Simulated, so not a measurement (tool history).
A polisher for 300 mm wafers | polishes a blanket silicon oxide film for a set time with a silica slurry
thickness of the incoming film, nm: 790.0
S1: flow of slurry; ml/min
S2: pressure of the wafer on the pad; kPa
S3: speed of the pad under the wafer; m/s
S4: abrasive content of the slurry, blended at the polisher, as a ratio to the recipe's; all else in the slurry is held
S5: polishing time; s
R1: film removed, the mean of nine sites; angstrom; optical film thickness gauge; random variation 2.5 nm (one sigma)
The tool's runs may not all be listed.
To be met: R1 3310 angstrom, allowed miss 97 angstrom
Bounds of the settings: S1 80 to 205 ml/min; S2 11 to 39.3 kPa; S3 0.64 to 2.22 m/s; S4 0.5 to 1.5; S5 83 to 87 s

run	day	S1	S2	S3	S4	S5	R1
1	0	135	24.8	1.42	1	83	2468.5
2	0.308	135	24.8	1.42	1.1	83	2598.4
3	0.454	135	24.8	1.22	1.1	83	2299
4	0.633	135	24.8	1.22	1.1	83	2277.4
5	0.671	135	18.6	1.22	1.1	83	1733.9
6	0.729	135	18.6	1.08	1.1	83	1583.6
7	0.792	140	22.1	1.08	1.1	83	1852.2
8	0.858	140	24.8	1.08	1.1	83	2092.6
9	1.058	145	26.9	1.08	1.1	83	2243.2

Which of these 4 next moves meets every target?
A	1.258	140	33.1	1.42	0.9	87	?
B	1.258	100	22.1	0.92	1	83	?
C	1.258	140	29	1.08	1.1	86	?
D	1.258	145	37.9	1.3	1.1	87	?

move	R1
A	3266.9
B	1491.8
C	2518.4
D	3864.7
A: meets every target
B: further off than the last run
C: nearer than the last run, and not there yet
D: takes the result that was furthest off past its target
The right move is A.
